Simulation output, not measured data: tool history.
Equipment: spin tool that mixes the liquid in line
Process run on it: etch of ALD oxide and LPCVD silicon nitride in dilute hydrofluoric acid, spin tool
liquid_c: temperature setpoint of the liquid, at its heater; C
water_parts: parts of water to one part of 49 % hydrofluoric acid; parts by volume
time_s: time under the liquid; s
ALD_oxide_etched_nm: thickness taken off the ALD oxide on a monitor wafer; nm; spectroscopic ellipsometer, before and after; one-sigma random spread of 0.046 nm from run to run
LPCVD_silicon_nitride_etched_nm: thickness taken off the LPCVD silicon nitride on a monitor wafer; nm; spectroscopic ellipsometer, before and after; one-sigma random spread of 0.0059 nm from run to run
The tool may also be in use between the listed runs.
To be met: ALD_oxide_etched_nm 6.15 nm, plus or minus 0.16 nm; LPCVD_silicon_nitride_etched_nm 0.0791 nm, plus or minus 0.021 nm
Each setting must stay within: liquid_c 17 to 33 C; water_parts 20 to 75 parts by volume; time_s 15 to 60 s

run	hour	liquid_c	water_parts	time_s	ALD_oxide_etched_nm	LPCVD_silicon_nitride_etched_nm
1	0	25	45	30	22.586	0.35475
2	4.8	24	50	30	19.273	0.24685
3	13	24	55	30	17.374	0.22448
4	20.5	23	65	20	9.3797	0.12653
5	28.3	23	65	35	15.987	0.23967
6	30.2	21.5	65	35	15.207	0.22435
7	38.4	21	65	35	15.159	0.22847
8	46.8	20.5	65	35	14.712	0.20366
9	50.4	20	65	35	14.392	0.18986

Of the 4 settings listed for the next run, only one would bring every result within its allowed miss of target. Which one?
A	54	20	65	15	?	?
B	54	17	70	20	?	?
C	54	19	60	15	?	?
D	54	18	75	20	?	?

move	ALD_oxide_etched_nm	LPCVD_silicon_nitride_etched_nm
A	6.189	0.082125
B	6.7074	0.082683
C	6.4697	0.082854
D	6.4938	0.08294
A: meets every target
B: closer than the last run, but not yet in spec
C: closer than the last run, but not yet in spec
D: closer than the last run, but not yet in spec
The move that meets every target is A.
